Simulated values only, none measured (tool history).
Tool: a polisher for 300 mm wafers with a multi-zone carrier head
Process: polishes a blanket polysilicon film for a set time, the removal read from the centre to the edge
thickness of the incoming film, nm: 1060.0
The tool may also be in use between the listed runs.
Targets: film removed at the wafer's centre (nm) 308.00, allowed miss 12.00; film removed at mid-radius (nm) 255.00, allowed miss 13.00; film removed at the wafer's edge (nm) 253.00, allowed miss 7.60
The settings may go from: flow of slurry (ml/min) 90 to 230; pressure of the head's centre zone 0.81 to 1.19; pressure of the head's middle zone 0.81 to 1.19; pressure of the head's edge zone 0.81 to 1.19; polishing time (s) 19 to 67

run,day,flow of slurry (ml/min),pressure of the head's centre zone,pressure of the head's middle zone,pressure of the head's edge zone,polishing time (s),film removed at the wafer's centre (nm),film removed at mid-radius (nm),film removed at the wafer's edge (nm)
1,0.000,150,1.00,1.00,1.00,43,323.55,316.63,328.50
2,0.125,150,0.96,1.00,1.00,43,309.85,321.44,325.83
3,0.175,150,0.96,1.00,1.06,43,301.79,321.01,337.46
4,0.242,150,0.97,1.00,1.03,42,300.75,314.63,324.91
5,0.321,150,0.97,0.93,1.03,42,297.81,302.17,324.59
6,0.350,150,0.98,0.93,1.01,41,298.61,290.26,315.61
7,0.529,150,0.99,0.94,0.99,41,295.52,292.27,311.10
8,0.633,150,1.01,0.95,0.97,41,300.22,299.93,309.17
9,0.788,155,1.03,0.94,0.95,40,302.98,293.14,296.99
10,1.092,155,1.05,0.93,0.94,40,308.36,284.03,301.23
11,1.346,155,1.06,0.94,0.93,39,303.94,274.67,288.73
12,1.721,155,1.07,0.95,0.92,39,311.57,277.67,287.47
# day 1.800: edge zone pressure recalibrated
13,1.800,150,1.08,0.95,0.91,39,312.87,274.89,275.25
14,1.929,145,1.08,0.95,0.91,39,311.68,280.52,277.83
15,2.008,145,1.09,0.94,0.91,39,319.07,270.07,274.86
16,2.129,140,1.09,0.94,0.91,39,308.06,277.59,276.45
17,2.200,140,1.10,0.94,0.90,39,318.49,280.20,273.52

Which of these 5 next moves meets every target?
A,2.271,150,1.14,0.95,0.89,36,?,?,?
B,2.271,165,1.11,0.98,0.81,39,?,?,?
C,2.271,90,1.17,1.12,0.81,39,?,?,?
D,2.271,110,1.04,0.99,0.93,42,?,?,?
E,2.271,105,0.99,1.00,0.92,41,?,?,?

move,film removed at the wafer's centre (nm),film removed at mid-radius (nm),film removed at the wafer's edge (nm)
A,302.44,252.18,252.80
B,324.14,283.93,265.17
C,304.44,284.91,246.36
D,303.61,288.86,290.12
E,279.37,281.93,280.14
A: meets every target
B: nearer than the last run, and not there yet
C: brings the result that was furthest off to its target, and leaves another outside
D: further off than the last run
E: further off than the last run
Move A is the one to make.

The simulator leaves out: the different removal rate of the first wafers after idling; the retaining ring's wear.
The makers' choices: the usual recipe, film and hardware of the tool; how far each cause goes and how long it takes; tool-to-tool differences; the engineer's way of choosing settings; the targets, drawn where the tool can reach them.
